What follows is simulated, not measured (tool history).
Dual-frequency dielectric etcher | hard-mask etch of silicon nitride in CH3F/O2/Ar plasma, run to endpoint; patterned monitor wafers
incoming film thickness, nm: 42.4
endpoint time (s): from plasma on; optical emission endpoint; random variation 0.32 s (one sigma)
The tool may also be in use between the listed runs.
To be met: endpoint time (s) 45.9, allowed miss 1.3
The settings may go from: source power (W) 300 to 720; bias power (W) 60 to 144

run    day  source power (W)  bias power (W)  endpoint time (s)
  1      0               510             102             50.479
  2  0.321               510              92             52.367
  3  0.496               530              94               50.9
  4  0.625               550              95             50.741
  5  0.825               480              95             52.619
  6   0.95               480             113             49.236
  7  1.175               490             114             48.396
  8  1.421               500             115             48.112
  9  1.738               510             116             47.546
 10  1.942               520             117             47.262

5 next moves are on the table. One of them brings every result within its allowed miss. Which?
  A  2.146               670             129                  ?
  B  2.146               480             109                  ?
  C  2.146               460             112                  ?
  D  2.146               550             144                  ?
  E  2.146               530             122                  ?

move  endpoint time (s)
   A             42.949
   B              50.16
   C             50.171
   D             43.373
   E             46.778
A: takes the result that was furthest off past its target
B: further off than the last run
C: further off than the last run
D: takes the result that was furthest off past its target
E: meets every target
Answer: E

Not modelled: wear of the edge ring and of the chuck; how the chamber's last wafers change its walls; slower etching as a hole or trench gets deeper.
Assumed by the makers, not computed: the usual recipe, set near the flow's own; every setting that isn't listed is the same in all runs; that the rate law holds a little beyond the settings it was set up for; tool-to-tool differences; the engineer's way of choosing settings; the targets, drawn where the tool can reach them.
